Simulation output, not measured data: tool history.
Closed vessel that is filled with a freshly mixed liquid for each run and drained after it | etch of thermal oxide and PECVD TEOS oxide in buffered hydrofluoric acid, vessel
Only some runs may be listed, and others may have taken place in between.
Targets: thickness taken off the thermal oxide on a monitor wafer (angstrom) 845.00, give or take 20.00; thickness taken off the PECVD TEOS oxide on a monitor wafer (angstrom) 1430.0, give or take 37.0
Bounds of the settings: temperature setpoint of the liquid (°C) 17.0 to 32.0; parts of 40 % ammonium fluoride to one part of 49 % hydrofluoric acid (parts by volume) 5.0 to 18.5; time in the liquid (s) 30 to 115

| run | hour | temperature setpoint of the liquid (°C) | parts of 40 % ammonium fluoride to one part of 49 % hydrofluoric acid (parts by volume) | time in the liquid (s) | thickness taken off the thermal oxide on a monitor wafer (angstrom) | thickness taken off the PECVD TEOS oxide on a monitor wafer (angstrom) |
|---|---|---|---|---|---|---|
| 1 | 0.0 | 25.0 | 11.5 | 60 | 625.43 | 1061.8 |
| 2 | 1.2 | 26.5 | 11.5 | 60 | 679.41 | 1153.4 |
| 3 | 8.6 | 28.0 | 11.5 | 60 | 726.79 | 1246.3 |
| 4 | 14.6 | 28.0 | 9.0 | 60 | 891.01 | 1523.9 |
| 5 | 20.5 | 31.0 | 9.0 | 60 | 1053.30 | 1795.5 |
| 6 | 23.1 | 29.0 | 9.0 | 60 | 943.40 | 1616.2 |
| 7 | 32.0 | 28.5 | 9.0 | 60 | 921.75 | 1548.0 |
| 8 | 37.8 | 28.0 | 9.0 | 60 | 892.01 | 1509.5 |
| 9 | 45.8 | 27.5 | 9.0 | 60 | 877.15 | 1470.7 |

Which single option among these 5 for the next run brings every result within its allowed miss of target? Just one does.
| A | 53.8 | 29.5 | 12.5 | 75 | ? | ? |
| B | 53.8 | 28.5 | 7.0 | 40 | ? | ? |
| C | 53.8 | 30.5 | 12.5 | 70 | ? | ? |
| D | 53.8 | 25.5 | 8.5 | 60 | ? | ? |
| E | 53.8 | 27.5 | 9.0 | 55 | ? | ? |

| move | thickness taken off the thermal oxide on a monitor wafer (angstrom) | thickness taken off the PECVD TEOS oxide on a monitor wafer (angstrom) |
|---|---|---|
| A | 924.63 | 1552.3 |
| B | 815.04 | 1368.3 |
| C | 909.51 | 1526.9 |
| D | 844.45 | 1417.7 |
| E | 809.86 | 1359.6 |
A: the biggest miss grows against the last run
B: takes the biggest miss from the last run beyond its target
C: the biggest miss grows against the last run
D: every result lands within tolerance
E: takes the biggest miss from the last run beyond its target
Answer: D
